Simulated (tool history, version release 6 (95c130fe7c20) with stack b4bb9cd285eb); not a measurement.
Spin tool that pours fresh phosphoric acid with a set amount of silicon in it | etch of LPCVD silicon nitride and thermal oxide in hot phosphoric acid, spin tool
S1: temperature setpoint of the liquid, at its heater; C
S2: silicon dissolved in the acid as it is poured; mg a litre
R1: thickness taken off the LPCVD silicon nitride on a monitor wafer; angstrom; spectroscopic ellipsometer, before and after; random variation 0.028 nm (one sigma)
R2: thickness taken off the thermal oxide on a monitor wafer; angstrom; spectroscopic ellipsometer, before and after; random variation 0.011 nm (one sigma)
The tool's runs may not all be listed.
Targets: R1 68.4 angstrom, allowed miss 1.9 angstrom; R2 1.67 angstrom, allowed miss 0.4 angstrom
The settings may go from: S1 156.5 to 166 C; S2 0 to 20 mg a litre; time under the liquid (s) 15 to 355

run 1 day=0 | S1=161 S2=9 time_under_the_liquid_(s)=180 | R1=195.34 R2=3.8244
run 2 day=0.254 | S1=161 S2=13.5 time_under_the_liquid_(s)=180 | R1=194.97 R2=3.8862
run 3 day=0.417 | S1=160 S2=14 time_under_the_liquid_(s)=135 | R1=142.69 R2=2.8124
run 4 day=0.792 | S1=159.5 S2=14 time_under_the_liquid_(s)=100 | R1=103.46 R2=2.0248
run 5 day=1.112 | S1=159 S2=12 time_under_the_liquid_(s)=85 | R1=87.198 R2=1.6749
run 6 day=1.262 | S1=159 S2=14.5 time_under_the_liquid_(s)=85 | R1=86.403 R2=1.6025
run 7 day=1.608 | S1=158.5 S2=10.5 time_under_the_liquid_(s)=80 | R1=80.033 R2=1.416
run 8 day=1.717 | S1=158.5 S2=11 time_under_the_liquid_(s)=75 | R1=75.272 R2=1.4196
run 9 day=1.892 | S1=158.5 S2=9 time_under_the_liquid_(s)=75 | R1=74.837 R2=1.4578
run 10 day=2.096 | S1=158.5 S2=6.5 time_under_the_liquid_(s)=75 | R1=75.401 R2=1.7187

4 next moves are on the table. One of them brings every result within its allowed miss. Which?
run A day=2.3 | S1=156.5 S2=13.5 time_under_the_liquid_(s)=70 | R1=? R2=?
run B day=2.3 | S1=159.5 S2=5 time_under_the_liquid_(s)=70 | R1=? R2=?
run C day=2.3 | S1=158 S2=1.5 time_under_the_liquid_(s)=70 | R1=? R2=?
run D day=2.3 | S1=157 S2=8 time_under_the_liquid_(s)=90 | R1=? R2=?

move=A R1=65.027 R2=1.253
move=B R1=71.988 R2=1.8893
move=C R1=68.431 R2=1.8078
move=D R1=85.044 R2=1.8944
A: takes the result that was furthest off past its target
B: nearer than the last run, and not there yet
C: meets every target
D: further off than the last run
The right move is C.
